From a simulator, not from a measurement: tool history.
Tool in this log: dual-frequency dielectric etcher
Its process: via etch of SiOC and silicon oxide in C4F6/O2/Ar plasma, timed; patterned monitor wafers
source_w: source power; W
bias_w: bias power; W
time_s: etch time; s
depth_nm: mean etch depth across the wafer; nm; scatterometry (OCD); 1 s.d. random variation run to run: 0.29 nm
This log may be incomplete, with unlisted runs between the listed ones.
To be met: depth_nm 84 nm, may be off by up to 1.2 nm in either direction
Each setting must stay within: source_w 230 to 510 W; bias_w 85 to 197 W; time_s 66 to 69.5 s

run,day,source_w,bias_w,time_s,depth_nm
1,0,370,141,66,72.654
2,0.112,330,141,66,69.709
3,0.404,330,156,66,72.569
4,0.529,330,156,66,72.371
5,0.688,330,135,66,68.289
6,0.971,330,135,69.5,72.164
7,1.188,360,136,69.5,75.008
8,1.496,390,137,69.5,76.835
# day 1.696: bias power generator calibrated
9,1.696,410,138,69.5,80.469
10,1.917,420,138,69.5,81.151
11,2.104,430,138,69.5,81.413
12,2.425,440,138,69.5,81.761
13,2.629,450,138,69.5,82.443

Next run, 5 choices. One meets every target within its allowed miss, the rest don't. Which?
A,2.833,440,138,68,?
B,2.833,420,147,66.5,?
C,2.833,460,158,67,?
D,2.833,450,134,68,?
E,2.833,470,134,68,?

move,depth_nm
A,80.232
B,78.967
C,84.245
D,80.027
E,81.256
A: further off than the last run
B: further off than the last run
C: in spec on every target
D: further off than the last run
E: further off than the last run
The right move is C.
